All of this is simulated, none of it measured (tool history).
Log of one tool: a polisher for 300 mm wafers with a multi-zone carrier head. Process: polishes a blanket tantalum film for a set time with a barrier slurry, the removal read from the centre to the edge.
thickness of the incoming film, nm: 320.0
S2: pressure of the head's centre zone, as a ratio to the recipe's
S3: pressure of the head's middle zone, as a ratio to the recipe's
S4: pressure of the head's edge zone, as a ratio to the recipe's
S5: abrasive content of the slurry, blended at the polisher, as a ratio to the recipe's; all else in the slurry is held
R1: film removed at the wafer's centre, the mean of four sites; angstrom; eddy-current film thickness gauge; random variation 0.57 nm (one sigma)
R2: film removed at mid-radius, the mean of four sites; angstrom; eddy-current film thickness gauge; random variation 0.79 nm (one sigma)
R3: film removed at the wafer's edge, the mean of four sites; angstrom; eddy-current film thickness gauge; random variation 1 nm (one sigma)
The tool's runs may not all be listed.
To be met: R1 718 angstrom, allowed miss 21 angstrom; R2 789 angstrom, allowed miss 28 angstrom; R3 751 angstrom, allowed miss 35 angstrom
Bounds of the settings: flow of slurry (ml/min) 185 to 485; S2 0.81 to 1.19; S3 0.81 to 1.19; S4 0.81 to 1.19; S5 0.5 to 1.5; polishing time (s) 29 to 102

{"run": 1, "hour": 0.0, "flow of slurry (ml/min)": 310, "S2": 1, "S3": 1, "S4": 1, "S5": 1, "polishing time (s)": 65, "R1": 812.35, "R2": 809.05, "R3": 812.68}
{"run": 2, "hour": 7.6, "flow of slurry (ml/min)": 305, "S2": 0.98, "S3": 1, "S4": 0.98, "S5": 1, "polishing time (s)": 65, "R1": 808.34, "R2": 824.57, "R3": 832.24}
{"run": 3, "hour": 9.7, "flow of slurry (ml/min)": 305, "S2": 0.98, "S3": 1, "S4": 0.98, "S5": 1, "polishing time (s)": 75, "R1": 905.81, "R2": 958.24, "R3": 936.22}
{"run": 4, "hour": 12.4, "flow of slurry (ml/min)": 305, "S2": 0.98, "S3": 1, "S4": 0.98, "S5": 1, "polishing time (s)": 84, "R1": 1028.9, "R2": 1059.8, "R3": 1023.7}
{"run": 5, "hour": 14.1, "flow of slurry (ml/min)": 305, "S2": 0.97, "S3": 1, "S4": 0.97, "S5": 0.9, "polishing time (s)": 81, "R1": 945.68, "R2": 990.99, "R3": 944.02}
{"run": 6, "hour": 14.7, "flow of slurry (ml/min)": 305, "S2": 0.95, "S3": 0.98, "S4": 0.96, "S5": 0.8, "polishing time (s)": 81, "R1": 910.56, "R2": 940.68, "R3": 949.96}
{"run": 7, "hour": 16.6, "flow of slurry (ml/min)": 305, "S2": 0.95, "S3": 0.99, "S4": 0.95, "S5": 0.75, "polishing time (s)": 79, "R1": 868.36, "R2": 907.05, "R3": 900.35}
{"run": 8, "hour": 18.5, "flow of slurry (ml/min)": 305, "S2": 0.94, "S3": 1, "S4": 0.94, "S5": 0.7, "polishing time (s)": 78, "R1": 837.87, "R2": 884.08, "R3": 850.44}

4 next moves are on the table. One of them brings every result within its allowed miss. Which?
{"run": "A", "hour": 20.4, "flow of slurry (ml/min)": 190, "S2": 1.06, "S3": 1.06, "S4": 0.84, "S5": 0.7, "polishing time (s)": 70, "R1": "?", "R2": "?", "R3": "?"}
{"run": "B", "hour": 20.4, "flow of slurry (ml/min)": 275, "S2": 0.9, "S3": 1, "S4": 0.89, "S5": 0.8, "polishing time (s)": 68, "R1": "?", "R2": "?", "R3": "?"}
{"run": "C", "hour": 20.4, "flow of slurry (ml/min)": 290, "S2": 1.01, "S3": 0.95, "S4": 1.01, "S5": 0.7, "polishing time (s)": 67, "R1": "?", "R2": "?", "R3": "?"}
{"run": "D", "hour": 20.4, "flow of slurry (ml/min)": 305, "S2": 0.94, "S3": 1.09, "S4": 0.89, "S5": 0.7, "polishing time (s)": 64, "R1": "?", "R2": "?", "R3": "?"}

move=A R1=783.66 R2=793.85 R3=701.95
move=B R1=709.04 R2=794.23 R3=749.38
move=C R1=754.44 R2=726.02 R3=759.11
move=D R1=677.82 R2=782.89 R3=684.34
A: nearer than the last run, and not there yet
B: meets every target
C: nearer than the last run, and not there yet
D: takes the result that was furthest off past its target
Answer: B
